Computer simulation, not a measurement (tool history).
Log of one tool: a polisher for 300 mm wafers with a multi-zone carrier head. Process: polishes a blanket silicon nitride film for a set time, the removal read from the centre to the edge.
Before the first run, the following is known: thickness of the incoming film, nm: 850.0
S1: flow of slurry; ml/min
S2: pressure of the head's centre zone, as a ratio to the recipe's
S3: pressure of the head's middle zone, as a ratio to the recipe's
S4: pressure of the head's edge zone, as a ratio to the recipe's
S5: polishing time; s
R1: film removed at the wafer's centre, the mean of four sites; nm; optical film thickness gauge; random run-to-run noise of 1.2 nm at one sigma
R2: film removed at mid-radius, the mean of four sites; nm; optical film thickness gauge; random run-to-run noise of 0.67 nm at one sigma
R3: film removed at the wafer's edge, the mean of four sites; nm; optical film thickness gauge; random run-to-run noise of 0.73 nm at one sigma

Run 1, day 0: S1 210 ml/min, S2 1, S3 1, S4 1, S5 59 s. Result: R1 140.97 nm, R2 143.22 nm, R3 141.02 nm.
Run 2, day 0.204: S1 210 ml/min, S2 1, S3 0.92, S4 1, S5 59 s. Result: R1 139.41 nm, R2 133.27 nm, R3 143.37 nm.
Run 3, day 0.225: S1 210 ml/min, S2 1, S3 0.92, S4 0.96, S5 59 s. Result: R1 141.39 nm, R2 133.65 nm, R3 140.08 nm.
Run 4, day 0.421: S1 210 ml/min, S2 1, S3 0.95, S4 0.96, S5 59 s. Result: R1 141.52 nm, R2 137.35 nm, R3 139.25 nm.
Run 5, day 0.733: S1 205 ml/min, S2 0.98, S3 0.94, S4 0.95, S5 57 s. Result: R1 133 nm, R2 130.4 nm, R3 134.31 nm.
Run 6, day 0.825: S1 200 ml/min, S2 0.97, S3 0.94, S4 0.94, S5 56 s. Result: R1 128.6 nm, R2 129.44 nm, R3 132.15 nm.
Run 7, day 0.908: S1 195 ml/min, S2 0.96, S3 0.93, S4 0.93, S5 55 s. Result: R1 124.12 nm, R2 124.14 nm, R3 127.41 nm.
Run 8, day 0.979: S1 195 ml/min, S2 0.96, S3 0.93, S4 0.93, S5 55 s. Result: R1 125.74 nm, R2 122.59 nm, R3 128.45 nm.
Run 9, day 1.133: S1 195 ml/min, S2 0.95, S3 0.93, S4 0.92, S5 54 s. Result: R1 120.4 nm, R2 120.35 nm, R3 125.74 nm.

Expected results for the next run?
Run 10, day 1.371: S1 190 ml/min, S2 0.94, S3 0.93, S4 0.91, S5 53 s. Result: R1 ?, R2 ?, R3 ?.

{"run 10": {"R1": 118.64, "R2": 119.54, "R3": 121.96}}
